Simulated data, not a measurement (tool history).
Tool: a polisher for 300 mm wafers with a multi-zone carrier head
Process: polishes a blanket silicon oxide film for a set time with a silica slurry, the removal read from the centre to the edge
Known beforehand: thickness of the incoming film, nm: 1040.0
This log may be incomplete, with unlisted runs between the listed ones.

run  hour  flow of slurry (ml/min)  pressure of the head's centre zone  pressure of the head's middle zone  pressure of the head's edge zone  abrasive content of the slurry  polishing time (s)  film removed at the wafer's centre (nm)  film removed at mid-radius (nm)  film removed at the wafer's edge (nm)
  1   0.0                      180                                1.00                                1.00                              1.00                            1.00                  75                                  153.030                          158.470                                154.450
  2   1.5                      180                                1.00                                0.98                              0.96                            0.85                  67                                  126.370                          125.890                                125.850
  3   5.7                      180                                1.00                                0.98                              0.96                            1.00                  67                                  137.430                          138.780                                137.770
  4  11.9                      180                                1.00                                0.99                              0.93                            0.85                  61                                  114.700                          116.280                                115.780
  5  12.6                      185                                1.02                                1.00                              0.90                            0.75                  56                                  101.030                          101.910                                 96.184
  6  17.4                      185                                1.02                                1.00                              0.83                            0.75                  56                                  100.710                          100.960                                 92.785
  7  23.7                      185                                1.01                                0.99                              0.83                            0.70                  54                                   91.885                           90.451                                 85.289
  8  27.7                      185                                1.00                                0.99                              0.82                            0.65                  54                                   86.532                           86.746                                 79.780
  9  33.9                      180                                0.99                                0.98                              0.82                            0.65                  54                                   85.317                           84.033                                 79.282
 10  42.4                      135                                0.98                                0.97                              0.81                            0.55                  54                                   69.374                           71.451                                 66.465
 11  45.6                      145                                0.98                                0.97                              0.82                            0.55                  54                                   70.998                           74.046                                 68.840
 12  47.6                      155                                0.98                                0.96                              0.82                            0.55                  54                                   71.477                           72.237                                 69.827

Expected results for the next run?
 13  52.0                      165                                0.98                                0.96                              0.82                            0.55                  54                                        ?                                ?                                      ?

film removed at the wafer's centre (nm): 73.080
film removed at mid-radius (nm): 76.057
film removed at the wafer's edge (nm): 69.848
